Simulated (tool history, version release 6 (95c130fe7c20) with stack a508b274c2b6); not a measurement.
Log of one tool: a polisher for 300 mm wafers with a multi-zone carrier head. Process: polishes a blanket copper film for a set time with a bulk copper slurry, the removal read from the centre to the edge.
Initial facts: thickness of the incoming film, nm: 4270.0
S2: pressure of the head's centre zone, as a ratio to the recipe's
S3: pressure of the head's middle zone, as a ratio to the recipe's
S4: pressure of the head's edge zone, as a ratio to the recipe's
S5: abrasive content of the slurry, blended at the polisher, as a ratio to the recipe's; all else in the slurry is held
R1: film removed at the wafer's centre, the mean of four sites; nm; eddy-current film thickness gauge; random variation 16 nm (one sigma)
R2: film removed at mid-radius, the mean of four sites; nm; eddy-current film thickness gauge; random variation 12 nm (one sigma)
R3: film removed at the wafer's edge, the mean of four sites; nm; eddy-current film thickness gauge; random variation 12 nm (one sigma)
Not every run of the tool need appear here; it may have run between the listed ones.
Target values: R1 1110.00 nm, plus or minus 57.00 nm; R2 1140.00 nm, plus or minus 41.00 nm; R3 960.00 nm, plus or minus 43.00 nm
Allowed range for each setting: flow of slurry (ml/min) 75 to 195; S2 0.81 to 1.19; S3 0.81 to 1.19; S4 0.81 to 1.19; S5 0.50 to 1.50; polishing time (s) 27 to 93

{"run": 1, "hour": 0.0, "flow of slurry (ml/min)": 125, "S2": 1.0, "S3": 1.0, "S4": 1.0, "S5": 1.0, "polishing time (s)": 59, "R1": 592.66, "R2": 592.02, "R3": 557.08}
{"run": 2, "hour": 0.8, "flow of slurry (ml/min)": 135, "S2": 1.02, "S3": 1.03, "S4": 1.02, "S5": 1.1, "polishing time (s)": 64, "R1": 692.24, "R2": 688.99, "R3": 639.94}
{"run": 3, "hour": 7.7, "flow of slurry (ml/min)": 145, "S2": 1.03, "S3": 1.06, "S4": 1.03, "S5": 1.2, "polishing time (s)": 67, "R1": 740.4, "R2": 754.67, "R3": 694.35}
{"run": 4, "hour": 13.3, "flow of slurry (ml/min)": 145, "S2": 0.99, "S3": 1.06, "S4": 1.03, "S5": 1.2, "polishing time (s)": 67, "R1": 735.25, "R2": 749.21, "R3": 680.91}
{"run": 5, "hour": 18.7, "flow of slurry (ml/min)": 145, "S2": 0.99, "S3": 1.1, "S4": 1.03, "S5": 1.2, "polishing time (s)": 67, "R1": 711.98, "R2": 791.99, "R3": 699.66}
{"run": 6, "hour": 27.4, "flow of slurry (ml/min)": 145, "S2": 0.99, "S3": 1.1, "S4": 1.03, "S5": 1.1, "polishing time (s)": 67, "R1": 727.54, "R2": 771.35, "R3": 686.06}
{"run": 7, "hour": 30.3, "flow of slurry (ml/min)": 155, "S2": 1.01, "S3": 1.12, "S4": 1.03, "S5": 1.15, "polishing time (s)": 70, "R1": 769.97, "R2": 843.45, "R3": 711.84}
{"run": 8, "hour": 37.2, "flow of slurry (ml/min)": 160, "S2": 1.03, "S3": 1.12, "S4": 1.04, "S5": 1.2, "polishing time (s)": 73, "R1": 831.49, "R2": 892.57, "R3": 772.96}
{"run": 9, "hour": 41.3, "flow of slurry (ml/min)": 165, "S2": 1.05, "S3": 1.12, "S4": 1.04, "S5": 1.25, "polishing time (s)": 75, "R1": 911.87, "R2": 928.18, "R3": 794.87}
{"run": 10, "hour": 44.8, "flow of slurry (ml/min)": 180, "S2": 1.04, "S3": 1.17, "S4": 1.13, "S5": 1.5, "polishing time (s)": 83, "R1": 1069.3, "R2": 1136.3, "R3": 984.95}
{"run": 11, "hour": 48.3, "flow of slurry (ml/min)": 180, "S2": 1.05, "S3": 1.17, "S4": 1.12, "S5": 1.5, "polishing time (s)": 83, "R1": 1058.7, "R2": 1141.0, "R3": 979.98}

Which one of the following 5 next-run settings gets every result inside its allowed miss? There is exactly one.
{"run": "A", "hour": 51.8, "flow of slurry (ml/min)": 165, "S2": 0.96, "S3": 1.19, "S4": 1.07, "S5": 1.5, "polishing time (s)": 87, "R1": "?", "R2": "?", "R3": "?"}
{"run": "B", "hour": 51.8, "flow of slurry (ml/min)": 175, "S2": 0.92, "S3": 1.18, "S4": 1.14, "S5": 1.45, "polishing time (s)": 88, "R1": "?", "R2": "?", "R3": "?"}
{"run": "C", "hour": 51.8, "flow of slurry (ml/min)": 185, "S2": 1.01, "S3": 1.14, "S4": 1.13, "S5": 1.5, "polishing time (s)": 80, "R1": "?", "R2": "?", "R3": "?"}
{"run": "D", "hour": 51.8, "flow of slurry (ml/min)": 170, "S2": 1.11, "S3": 1.15, "S4": 1.15, "S5": 1.5, "polishing time (s)": 89, "R1": "?", "R2": "?", "R3": "?"}
{"run": "E", "hour": 51.8, "flow of slurry (ml/min)": 190, "S2": 1.09, "S3": 1.16, "S4": 1.07, "S5": 1.4, "polishing time (s)": 84, "R1": "?", "R2": "?", "R3": "?"}

move=A R1=1011.10 R2=1177.20 R3=1006.40
move=B R1=982.63 R2=1184.40 R3=1050.40
move=C R1=999.18 R2=1062.70 R3=965.26
move=D R1=1203.80 R2=1174.20 R3=1072.50
move=E R1=1119.40 R2=1118.20 R3=972.30
A: moves away from the targets compared with the last run
B: moves away from the targets compared with the last run
C: moves away from the targets compared with the last run
D: takes the biggest miss from the last run beyond its target
E: each result inside its tolerance
Move E is the one to make.
